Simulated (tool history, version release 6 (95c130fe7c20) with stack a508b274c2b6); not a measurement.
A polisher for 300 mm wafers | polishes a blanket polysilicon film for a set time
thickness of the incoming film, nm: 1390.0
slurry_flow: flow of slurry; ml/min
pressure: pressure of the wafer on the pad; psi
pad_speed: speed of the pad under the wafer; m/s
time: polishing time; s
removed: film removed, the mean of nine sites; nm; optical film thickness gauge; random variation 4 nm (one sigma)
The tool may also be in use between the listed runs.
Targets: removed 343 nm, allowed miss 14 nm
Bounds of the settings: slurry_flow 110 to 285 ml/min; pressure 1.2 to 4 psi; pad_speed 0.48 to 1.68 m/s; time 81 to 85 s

run,day,slurry_flow,pressure,pad_speed,time,removed
1,0,180,2.6,1.08,81,689.53
2,0.212,180,2.1,1.08,81,560.63
3,0.312,180,1.8,1.08,81,486.38
4,0.408,180,1.6,1.06,81,423.45
5,0.621,145,1.6,1.06,81,417.76
6,0.779,145,1.6,1.06,85,432.74
7,0.979,140,1.5,1.06,85,404.32
8,1.088,135,1.4,1.06,85,371.08
9,1.192,130,1.4,1.06,85,371.49
10,1.238,125,1.4,1.06,85,378.35

Which of these 5 next moves meets every target?
A,1.283,125,1.6,1.08,81,?
B,1.283,120,1.5,1.1,85,?
C,1.283,145,1.5,1.1,85,?
D,1.283,210,1.7,1,81,?
E,1.283,125,1.3,1.08,84,?

move,removed
A,408.35
B,406.94
C,421.57
D,435.75
E,347.87
A: further off than the last run
B: further off than the last run
C: further off than the last run
D: further off than the last run
E: meets every target
Answer: E

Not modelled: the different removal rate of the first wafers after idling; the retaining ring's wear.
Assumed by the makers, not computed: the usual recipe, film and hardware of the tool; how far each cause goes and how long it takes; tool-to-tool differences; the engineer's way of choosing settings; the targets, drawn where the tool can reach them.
